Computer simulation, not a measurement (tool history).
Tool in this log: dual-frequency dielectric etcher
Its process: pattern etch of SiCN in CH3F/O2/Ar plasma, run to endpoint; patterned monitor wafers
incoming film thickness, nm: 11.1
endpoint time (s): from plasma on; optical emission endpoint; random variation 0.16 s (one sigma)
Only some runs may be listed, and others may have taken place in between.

run    day  source power (W)  bias power (W)  endpoint time (s)
  1  0.000               390              69             29.844
  2  0.267               390              63             30.821
  3  0.554               350              58             34.471
  4  0.612               410              58             31.309
  5  0.892               370              56             33.834
  6  1.071               370              45             37.615
  7  1.338               290              42             46.285
  8  1.646               300              42             44.947

The next listed run, before its measurement:
  9  1.942               310              42                  ?

Run 9 produced endpoint time (s) 44.028.

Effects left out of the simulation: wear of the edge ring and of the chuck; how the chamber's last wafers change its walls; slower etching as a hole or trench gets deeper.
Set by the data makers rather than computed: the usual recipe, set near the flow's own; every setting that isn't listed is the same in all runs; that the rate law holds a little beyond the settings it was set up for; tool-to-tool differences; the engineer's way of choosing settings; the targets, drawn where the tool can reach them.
